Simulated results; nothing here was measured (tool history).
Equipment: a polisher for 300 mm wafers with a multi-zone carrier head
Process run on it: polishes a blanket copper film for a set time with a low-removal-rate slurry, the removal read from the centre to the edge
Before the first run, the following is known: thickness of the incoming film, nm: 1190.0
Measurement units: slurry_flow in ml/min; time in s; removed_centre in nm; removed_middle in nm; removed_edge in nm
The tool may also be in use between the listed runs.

run  hour  slurry_flow  centre_zone  middle_zone  edge_zone  slurry_solids  time  removed_centre  removed_middle  removed_edge
  1     0          225            1            1          1              1    35          86.413          86.958        88.984
  2   2.9          225            1            1          1              1    39          95.802          101.48        95.318
  3   9.7          210         0.99         1.03       0.94           0.85    32          75.491          79.843        74.797
  4  16.8          200         0.96         0.99       0.91           0.75    28          61.787          65.638        63.733
  5  25.2          200         0.96         0.99       0.91           0.75    23          50.608          54.705        51.097
  6  25.9          200         1.04         0.99       0.91           0.75    23          55.289          54.663        50.873
  7  34.4          195         1.01         0.96       0.91            0.7    23          53.191          51.302        51.077
  8  36.4          190         0.98         0.95        0.9           0.65    23          50.565          51.005        50.439

What does the tool deliver on the next run?
  9  43.7          185         0.97         0.94        0.9           0.65    23               ?               ?             ?

{"run 9": {"removed_centre": 49.615, "removed_middle": 51.784, "removed_edge": 49.143}}
